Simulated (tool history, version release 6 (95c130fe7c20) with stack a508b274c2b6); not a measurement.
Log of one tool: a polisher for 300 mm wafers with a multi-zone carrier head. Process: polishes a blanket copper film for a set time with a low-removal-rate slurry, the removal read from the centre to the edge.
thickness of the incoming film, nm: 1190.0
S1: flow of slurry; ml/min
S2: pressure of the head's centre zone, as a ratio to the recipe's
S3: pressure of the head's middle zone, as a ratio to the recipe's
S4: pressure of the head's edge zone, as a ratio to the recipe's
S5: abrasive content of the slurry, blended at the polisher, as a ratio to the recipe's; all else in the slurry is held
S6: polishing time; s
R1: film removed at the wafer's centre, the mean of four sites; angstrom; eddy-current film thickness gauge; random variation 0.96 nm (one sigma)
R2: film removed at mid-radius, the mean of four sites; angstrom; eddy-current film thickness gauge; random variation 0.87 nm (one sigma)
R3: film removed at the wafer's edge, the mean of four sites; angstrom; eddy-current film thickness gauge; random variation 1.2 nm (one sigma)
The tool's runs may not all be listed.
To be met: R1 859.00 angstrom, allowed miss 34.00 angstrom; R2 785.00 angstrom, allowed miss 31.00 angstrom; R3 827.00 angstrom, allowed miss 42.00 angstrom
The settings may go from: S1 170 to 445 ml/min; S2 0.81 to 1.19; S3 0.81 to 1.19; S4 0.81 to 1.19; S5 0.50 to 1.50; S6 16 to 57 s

run	day	S1	S2	S3	S4	S5	S6	R1	R2	R3
1	0.000	285	1.00	1.00	1.00	1.00	36	1078.10	1069.70	1073.20
2	0.221	285	1.00	1.00	1.00	1.10	36	1119.40	1095.40	1117.00
3	0.388	285	1.00	0.95	0.98	0.90	35	1024.60	972.73	1032.00
4	0.508	285	1.01	0.94	0.96	0.75	34	965.84	885.66	922.21
5	0.712	280	1.00	0.92	0.94	0.70	34	943.65	842.77	888.55
6	0.892	280	1.00	0.92	0.94	0.70	41	1106.60	1044.00	1071.20
7	0.933	275	0.98	0.90	0.91	0.65	39	1014.30	953.22	958.31
8	1.283	270	0.96	0.87	0.91	0.60	38	945.36	870.57	945.79
9	1.379	265	0.95	0.86	0.88	0.55	38	898.06	867.21	886.56
10	1.433	265	0.95	0.86	0.88	0.55	38	911.60	850.97	875.50
11	1.746	265	0.95	0.86	0.88	0.55	38	901.41	852.37	911.45
12	2.079	265	0.96	0.85	0.86	0.55	38	917.50	828.15	886.17
13	2.404	260	0.95	0.85	0.84	0.55	38	917.35	838.29	880.08
14	2.696	260	0.94	0.84	0.83	0.55	38	895.33	834.91	887.03
15	3.062	255	0.94	0.84	0.82	0.55	38	893.25	847.30	866.41
16	3.400	255	0.94	0.84	0.82	0.55	38	876.19	827.32	864.47
17	3.667	250	0.95	0.84	0.82	0.55	38	907.05	825.60	883.83
18	3.858	255	0.95	0.84	0.82	0.55	38	916.24	821.86	893.36

Which of these 4 next moves meets every target?
A	4.050	235	1.04	0.84	0.81	0.55	38	?	?	?
B	4.050	305	0.94	0.82	0.81	0.55	36	?	?	?
C	4.050	250	0.96	0.81	0.83	0.70	37	?	?	?
D	4.050	285	0.84	0.81	0.92	0.80	36	?	?	?

move	R1	R2	R3
A	972.17	826.26	873.18
B	861.44	795.68	847.57
C	945.93	850.47	928.54
D	849.96	873.34	994.60
A: further off than the last run
B: meets every target
C: further off than the last run
D: brings the result that was furthest off to its target, and leaves another outside
Answer: B

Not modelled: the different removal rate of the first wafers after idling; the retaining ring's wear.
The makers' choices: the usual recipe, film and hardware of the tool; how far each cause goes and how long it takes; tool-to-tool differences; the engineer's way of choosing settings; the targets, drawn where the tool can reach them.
